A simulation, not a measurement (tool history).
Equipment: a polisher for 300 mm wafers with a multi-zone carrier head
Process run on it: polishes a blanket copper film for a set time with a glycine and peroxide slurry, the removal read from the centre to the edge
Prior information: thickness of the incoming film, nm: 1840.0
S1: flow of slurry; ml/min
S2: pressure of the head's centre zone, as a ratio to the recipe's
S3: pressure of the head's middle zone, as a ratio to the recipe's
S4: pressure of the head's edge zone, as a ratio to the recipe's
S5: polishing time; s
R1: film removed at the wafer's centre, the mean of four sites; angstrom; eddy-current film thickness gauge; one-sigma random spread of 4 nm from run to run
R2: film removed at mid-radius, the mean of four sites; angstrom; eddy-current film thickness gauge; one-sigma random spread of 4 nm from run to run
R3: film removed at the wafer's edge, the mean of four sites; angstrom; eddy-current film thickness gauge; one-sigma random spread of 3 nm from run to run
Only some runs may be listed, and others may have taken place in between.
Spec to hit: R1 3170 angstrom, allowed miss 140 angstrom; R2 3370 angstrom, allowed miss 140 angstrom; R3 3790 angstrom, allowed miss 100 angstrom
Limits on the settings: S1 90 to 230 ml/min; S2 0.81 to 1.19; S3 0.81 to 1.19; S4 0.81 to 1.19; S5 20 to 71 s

{"run": 1, "hour": 0.0, "S1": 150, "S2": 1, "S3": 1, "S4": 1, "S5": 45, "R1": 2397.2, "R2": 2414.9, "R3": 2481.8}
{"run": 2, "hour": 3.8, "S1": 155, "S2": 0.99, "S3": 1, "S4": 1.02, "S5": 47, "R1": 2495.2, "R2": 2527.7, "R3": 2596.8}
{"run": 3, "hour": 12.4, "S1": 155, "S2": 1.06, "S3": 1, "S4": 1.02, "S5": 47, "R1": 2706.2, "R2": 2522.1, "R3": 2639}
{"run": 4, "hour": 18.5, "S1": 155, "S2": 1.06, "S3": 1.04, "S4": 1.02, "S5": 47, "R1": 2696.1, "R2": 2646.9, "R3": 2574.9}
{"hour": 24.0, "done": "slurry nozzle cleaned"}
{"run": 5, "hour": 24.0, "S1": 180, "S2": 1.06, "S3": 1.04, "S4": 1.02, "S5": 47, "R1": 3091.8, "R2": 2907, "R3": 2780.9}
{"run": 6, "hour": 26.1, "S1": 180, "S2": 1.06, "S3": 1.04, "S4": 0.96, "S5": 47, "R1": 3140.4, "R2": 2963.9, "R3": 2750.1}
{"run": 7, "hour": 32.4, "S1": 185, "S2": 1.03, "S3": 1.02, "S4": 0.98, "S5": 49, "R1": 3123.9, "R2": 3042.9, "R3": 2884.4}
{"run": 8, "hour": 33.0, "S1": 190, "S2": 1.01, "S3": 1, "S4": 1, "S5": 50, "R1": 3173.1, "R2": 3090.1, "R3": 2992.6}
{"run": 9, "hour": 35.5, "S1": 195, "S2": 0.99, "S3": 0.98, "S4": 1.02, "S5": 51, "R1": 3202.6, "R2": 3075.4, "R3": 3049.2}
{"run": 10, "hour": 37.5, "S1": 195, "S2": 0.97, "S3": 0.97, "S4": 1.04, "S5": 53, "R1": 3236.8, "R2": 3188.5, "R3": 3257}
{"run": 11, "hour": 43.7, "S1": 195, "S2": 0.97, "S3": 0.97, "S4": 1.04, "S5": 53, "R1": 3160.5, "R2": 3110.1, "R3": 3244.5}
{"run": 12, "hour": 45.5, "S1": 200, "S2": 0.96, "S3": 0.97, "S4": 1.06, "S5": 54, "R1": 3262.2, "R2": 3224.1, "R3": 3353.5}
{"run": 13, "hour": 52.1, "S1": 200, "S2": 0.95, "S3": 0.97, "S4": 1.08, "S5": 55, "R1": 3340.1, "R2": 3333.4, "R3": 3427.7}

Of the 5 settings listed for the next run, only one would bring every result within its allowed miss of target. Which one?
{"run": "A", "hour": 58.7, "S1": 165, "S2": 0.85, "S3": 0.89, "S4": 1.1, "S5": 62, "R1": "?", "R2": "?", "R3": "?"}
{"run": "B", "hour": 58.7, "S1": 230, "S2": 0.97, "S3": 1.09, "S4": 0.88, "S5": 51, "R1": "?", "R2": "?", "R3": "?"}
{"run": "C", "hour": 58.7, "S1": 230, "S2": 1.07, "S3": 1.09, "S4": 1.03, "S5": 50, "R1": "?", "R2": "?", "R3": "?"}
{"run": "D", "hour": 58.7, "S1": 230, "S2": 1.05, "S3": 1.06, "S4": 1.08, "S5": 49, "R1": "?", "R2": "?", "R3": "?"}
{"run": "E", "hour": 58.7, "S1": 230, "S2": 1.13, "S3": 1.09, "S4": 1.02, "S5": 48, "R1": "?", "R2": "?", "R3": "?"}

move=A R1=3237.8 R2=3403.6 R3=3864.6
move=B R1=3215.7 R2=3425.4 R3=2997.2
move=C R1=3480.2 R2=3355.8 R3=3132.4
move=D R1=3345.7 R2=3218.6 R3=3134.1
move=E R1=3529.7 R2=3220.6 R3=2994.7
A: every result within its allowed miss
B: the biggest miss grows against the last run
C: the biggest miss grows against the last run
D: the biggest miss grows against the last run
E: the biggest miss grows against the last run
The move that meets every target is A.
